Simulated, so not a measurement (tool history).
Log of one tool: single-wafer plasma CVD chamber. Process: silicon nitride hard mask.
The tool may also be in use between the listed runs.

run,day,heater temperature setpoint (K),chamber pressure (mTorr),RF power (kW),deposition time (s),mean film thickness on the monitor wafer (angstrom)
1,0.000,688.15,1440,0.360,47.4,578.81
2,0.146,692.15,1440,0.360,47.4,582.94
3,0.500,701.15,1440,0.360,47.4,577.13
4,0.696,701.15,1440,0.380,47.4,604.08
5,0.896,701.15,1380,0.375,47.4,594.34
6,1.104,709.15,1380,0.375,47.4,589.06
7,1.192,709.15,1330,0.370,47.4,573.88
8,1.346,709.15,1280,0.365,47.4,557.80
9,1.575,709.15,1250,0.365,47.4,552.15
10,1.621,709.15,1220,0.365,47.4,548.61
11,1.896,709.15,1190,0.365,47.4,545.84
12,2.196,709.15,1160,0.365,47.4,535.89

What does the tool deliver on the next run?
13,2.267,709.15,1140,0.365,47.4,?

{"run 13": {"mean film thickness on the monitor wafer (angstrom)": 531.5}}

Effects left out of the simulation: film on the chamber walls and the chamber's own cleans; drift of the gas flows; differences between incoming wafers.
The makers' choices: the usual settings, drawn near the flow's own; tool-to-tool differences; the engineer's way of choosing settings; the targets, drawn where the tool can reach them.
